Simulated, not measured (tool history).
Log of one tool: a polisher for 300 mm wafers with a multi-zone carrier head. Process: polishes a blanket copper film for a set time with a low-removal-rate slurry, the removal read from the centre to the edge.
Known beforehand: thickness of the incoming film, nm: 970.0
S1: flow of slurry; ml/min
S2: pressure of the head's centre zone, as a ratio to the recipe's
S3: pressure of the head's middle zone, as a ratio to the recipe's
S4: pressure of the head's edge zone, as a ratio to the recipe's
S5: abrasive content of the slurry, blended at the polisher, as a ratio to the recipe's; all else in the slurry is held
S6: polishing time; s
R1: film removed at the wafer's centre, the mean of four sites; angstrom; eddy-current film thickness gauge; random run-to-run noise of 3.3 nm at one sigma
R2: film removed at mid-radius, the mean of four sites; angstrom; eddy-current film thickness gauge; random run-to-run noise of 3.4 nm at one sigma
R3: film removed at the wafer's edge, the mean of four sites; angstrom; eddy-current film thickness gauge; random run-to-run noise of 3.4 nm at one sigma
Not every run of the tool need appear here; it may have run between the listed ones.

run 1 hour=0 | S1=235 S2=1 S3=1 S4=1 S5=1 S6=88 | R1=2454.9 R2=2504.2 R3=2431.3
run 2 hour=7 | S1=235 S2=1 S3=1 S4=0.92 S5=1 S6=88 | R1=2446.4 R2=2496.4 R3=2353.3
run 3 hour=11.2 | S1=235 S2=0.97 S3=0.99 S4=0.97 S5=1.15 S6=90 | R1=2509.7 R2=2599.4 R3=2496.7
run 4 hour=18.4 | S1=270 S2=0.97 S3=0.99 S4=0.97 S5=1.15 S6=90 | R1=2591.7 R2=2618.1 R3=2548.4
run 5 hour=27.1 | S1=270 S2=0.97 S3=0.99 S4=0.93 S5=1.15 S6=90 | R1=2602.9 R2=2661.3 R3=2555.1
run 6 hour=33.1 | S1=270 S2=0.97 S3=0.99 S4=0.93 S5=1 S6=90 | R1=2514.9 R2=2560.9 R3=2456.2

What does the tool deliver on the next run?
run 7 hour=34.8 | S1=275 S2=0.93 S3=0.99 S4=0.98 S5=1.15 S6=92 | R1=? R2=? R3=?

Run 7 gave R1 2560.9 angstrom, R2 2734 angstrom, R3 2634.9 angstrom.
